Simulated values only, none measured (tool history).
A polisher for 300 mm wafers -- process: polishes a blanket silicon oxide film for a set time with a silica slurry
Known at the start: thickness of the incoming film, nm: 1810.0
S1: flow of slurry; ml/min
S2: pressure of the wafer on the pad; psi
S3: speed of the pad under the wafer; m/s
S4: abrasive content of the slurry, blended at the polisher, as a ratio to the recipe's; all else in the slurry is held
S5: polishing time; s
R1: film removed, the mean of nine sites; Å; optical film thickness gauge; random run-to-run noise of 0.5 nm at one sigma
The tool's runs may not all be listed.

Run 1, hour 0: S1 150 ml/min, S2 3.2 psi, S3 1.2 m/s, S4 1, S5 51 s. Result: R1 1106 Å.
Run 2, hour 1.6: S1 150 ml/min, S2 3.2 psi, S3 1.2 m/s, S4 1.1, S5 51 s. Result: R1 1153.7 Å.
Run 3, hour 3.3: S1 150 ml/min, S2 3.2 psi, S3 1.2 m/s, S4 0.95, S5 51 s. Result: R1 1083.4 Å.
Run 4, hour 8.3: S1 150 ml/min, S2 3.2 psi, S3 1.2 m/s, S4 0.8, S5 51 s. Result: R1 1010.6 Å.
Run 5, hour 14.8: S1 150 ml/min, S2 3.2 psi, S3 1.2 m/s, S4 1, S5 51 s. Result: R1 1129.2 Å.
Run 6, hour 15.7: S1 150 ml/min, S2 3.2 psi, S3 1.2 m/s, S4 1.1, S5 51 s. Result: R1 1164.8 Å.
Run 7, hour 20: S1 150 ml/min, S2 2.9 psi, S3 1.14 m/s, S4 1.1, S5 51 s. Result: R1 1008.3 Å.
Run 8, hour 25.2: S1 150 ml/min, S2 2.7 psi, S3 1.1 m/s, S4 1.1, S5 51 s. Result: R1 925.78 Å.
Run 9, hour 32.8: S1 150 ml/min, S2 2.5 psi, S3 1.06 m/s, S4 1.1, S5 51 s. Result: R1 828.48 Å.

For run 10, what comes out?
Run 10, hour 41.6: S1 150 ml/min, S2 2.3 psi, S3 1.02 m/s, S4 1.1, S5 51 s. Result: R1 ?.

R1: 734.97 Å

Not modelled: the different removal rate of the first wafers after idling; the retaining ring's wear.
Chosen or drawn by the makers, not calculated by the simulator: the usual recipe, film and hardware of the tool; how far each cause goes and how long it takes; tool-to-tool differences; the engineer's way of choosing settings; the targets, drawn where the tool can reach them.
